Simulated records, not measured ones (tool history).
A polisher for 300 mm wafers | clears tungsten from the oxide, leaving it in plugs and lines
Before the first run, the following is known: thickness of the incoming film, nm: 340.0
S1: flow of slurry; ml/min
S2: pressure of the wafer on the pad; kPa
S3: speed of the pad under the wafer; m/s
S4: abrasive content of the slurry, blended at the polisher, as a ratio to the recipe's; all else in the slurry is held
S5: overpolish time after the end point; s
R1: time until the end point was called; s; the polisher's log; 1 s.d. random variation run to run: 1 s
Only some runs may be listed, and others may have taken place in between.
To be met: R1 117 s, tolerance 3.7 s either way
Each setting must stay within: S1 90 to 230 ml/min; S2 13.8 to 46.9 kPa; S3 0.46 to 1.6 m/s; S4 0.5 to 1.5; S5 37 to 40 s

run,hour,S1,S2,S3,S4,S5,R1
1,0,150,30.3,1.02,1,37,57.742
2,2.7,150,30.3,1.18,1,37,51.026
3,9.5,175,30.3,1.18,1,37,49.203
4,16,165,25.5,1.08,1,37,62.796
5,24.3,165,25.5,1.08,1.15,37,62.874
6,30.3,160,22.1,1,1.15,37,75.991
7,33.5,155,20,0.96,1.15,37,86.01
8,38,145,17.9,0.94,1.15,37,97.631
9,42,135,17.2,0.94,1.15,37,102.95

Exercise: of the 5 proposed moves below, exactly one satisfies all targets within the stated allowed misses. Which move is it?
A,46,175,14.5,0.86,1.05,40,?
B,46,90,16.5,0.98,1,40,?
C,46,105,25.5,0.7,1.1,37,?
D,46,125,13.8,0.94,1.35,40,?
E,46,130,13.8,1,1.1,40,?

move,R1
A,127.18
B,115.79
C,91.965
D,123.17
E,123.21
A: moves the result that the last run missed by most past its target, out the other side
B: each result inside its tolerance
C: the biggest miss grows against the last run
D: moves the result that the last run missed by most past its target, out the other side
E: moves the result that the last run missed by most past its target, out the other side
Correct choice: B, which meets every target

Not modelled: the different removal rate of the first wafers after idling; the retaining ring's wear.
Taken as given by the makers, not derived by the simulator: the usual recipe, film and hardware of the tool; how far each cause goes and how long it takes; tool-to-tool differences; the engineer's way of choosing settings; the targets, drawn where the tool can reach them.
